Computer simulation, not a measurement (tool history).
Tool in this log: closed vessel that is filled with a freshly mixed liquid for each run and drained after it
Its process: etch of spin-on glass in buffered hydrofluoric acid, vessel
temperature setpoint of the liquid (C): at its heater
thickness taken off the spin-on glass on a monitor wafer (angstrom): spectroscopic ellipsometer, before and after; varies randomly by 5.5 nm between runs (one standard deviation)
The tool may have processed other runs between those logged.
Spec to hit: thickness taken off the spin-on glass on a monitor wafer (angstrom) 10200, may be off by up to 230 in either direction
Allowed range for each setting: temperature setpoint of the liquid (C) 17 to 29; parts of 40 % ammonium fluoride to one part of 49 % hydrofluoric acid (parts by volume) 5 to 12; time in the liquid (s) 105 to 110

| run | hour | temperature setpoint of the liquid (C) | parts of 40 % ammonium fluoride to one part of 49 % hydrofluoric acid (parts by volume) | time in the liquid (s) | thickness taken off the spin-on glass on a monitor wafer (angstrom) |
|---|---|---|---|---|---|
| 1 | 0 | 21 | 7 | 105 | 6615.5 |
| 2 | 7.3 | 22 | 7 | 105 | 7030.6 |
| 3 | 9.3 | 23.5 | 7 | 105 | 7647.3 |
| 4 | 13.1 | 23.5 | 8.5 | 105 | 6253.5 |
| 5 | 17 | 23.5 | 8.5 | 110 | 6546.9 |
| 6 | 22.5 | 24.5 | 8.5 | 110 | 6850.6 |
| 7 | 29.9 | 24.5 | 8.5 | 110 | 6923 |
| 8 | 38.5 | 25 | 8.5 | 110 | 7045.8 |
| 9 | 44.6 | 25.5 | 8.5 | 110 | 7247.4 |
| 10 | 46.6 | 26 | 8.5 | 110 | 7554.8 |
| 11 | 55.2 | 26.5 | 8.5 | 110 | 7754.2 |
| 12 | 56.2 | 27 | 8.5 | 110 | 7935.9 |
| 13 | 61.5 | 27 | 8.5 | 110 | 7845.3 |
|  | 63.8 | hydrofluoric acid flow meter replaced |
| 14 | 63.8 | 27.5 | 8.5 | 110 | 8736.5 |
| 15 | 72 | 28.5 | 8.5 | 110 | 9240.6 |
| 16 | 78.1 | 29 | 8.5 | 110 | 9407.4 |

5 next moves are on the table. One of them brings every result within its allowed miss. Which?
| A | 84.2 | 28.5 | 9 | 105 | ? |
| B | 84.2 | 28.5 | 8.5 | 105 | ? |
| C | 84.2 | 27.5 | 7.5 | 105 | ? |
| D | 84.2 | 25 | 7 | 105 | ? |
| E | 84.2 | 28 | 7.5 | 110 | ? |

| move | thickness taken off the spin-on glass on a monitor wafer (angstrom) |
|---|---|
| A | 8236.7 |
| B | 8763.5 |
| C | 9515.4 |
| D | 8963.7 |
| E | 10237 |
A: further off than the last run
B: further off than the last run
C: gains on the last run, yet a result remains outside its allowed miss
D: further off than the last run
E: each result inside its tolerance
So the answer is move E, the one that meets all the targets.
